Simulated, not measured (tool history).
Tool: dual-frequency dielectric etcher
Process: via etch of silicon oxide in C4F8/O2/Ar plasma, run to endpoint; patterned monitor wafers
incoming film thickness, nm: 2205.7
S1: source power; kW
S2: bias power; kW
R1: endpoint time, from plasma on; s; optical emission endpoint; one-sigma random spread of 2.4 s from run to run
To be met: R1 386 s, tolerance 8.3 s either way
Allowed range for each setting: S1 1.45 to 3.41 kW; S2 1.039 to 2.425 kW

{"run": 1, "hour": 0.0, "S1": 2.43, "S2": 1.732, "R1": 432.95}
{"run": 2, "hour": 5.4, "S1": 2.53, "S2": 1.752, "R1": 423.31}
{"run": 3, "hour": 11.7, "S1": 2.61, "S2": 1.766, "R1": 422.24}
{"run": 4, "hour": 16.9, "S1": 2.61, "S2": 2.013, "R1": 413.21}
{"run": 5, "hour": 22.7, "S1": 2.4, "S2": 2.013, "R1": 417.24}
{"run": 6, "hour": 26.3, "S1": 2.4, "S2": 1.709, "R1": 432.98}
{"run": 7, "hour": 31.1, "S1": 2.54, "S2": 1.762, "R1": 427}
{"run": 8, "hour": 37.8, "S1": 2.66, "S2": 1.819, "R1": 418.79}

Exercise: of the 5 proposed moves below, exactly one satisfies all targets within the stated allowed misses. Which move is it?
{"run": "A", "hour": 44.5, "S1": 2.83, "S2": 1.883, "R1": "?"}
{"run": "B", "hour": 44.5, "S1": 2.98, "S2": 2.204, "R1": "?"}
{"run": "C", "hour": 44.5, "S1": 1.81, "S2": 1.704, "R1": "?"}
{"run": "D", "hour": 44.5, "S1": 2.72, "S2": 1.723, "R1": "?"}
{"run": "E", "hour": 44.5, "S1": 1.95, "S2": 1.532, "R1": "?"}

move=A R1=408.18
move=B R1=386.57
move=C R1=460.17
move=D R1=421.57
move=E R1=466.25
A: nearer than the last run, and not there yet
B: every result lands within tolerance
C: lands further from the targets than the last run did
D: lands further from the targets than the last run did
E: lands further from the targets than the last run did
So the answer is move B, the one that meets all the targets.

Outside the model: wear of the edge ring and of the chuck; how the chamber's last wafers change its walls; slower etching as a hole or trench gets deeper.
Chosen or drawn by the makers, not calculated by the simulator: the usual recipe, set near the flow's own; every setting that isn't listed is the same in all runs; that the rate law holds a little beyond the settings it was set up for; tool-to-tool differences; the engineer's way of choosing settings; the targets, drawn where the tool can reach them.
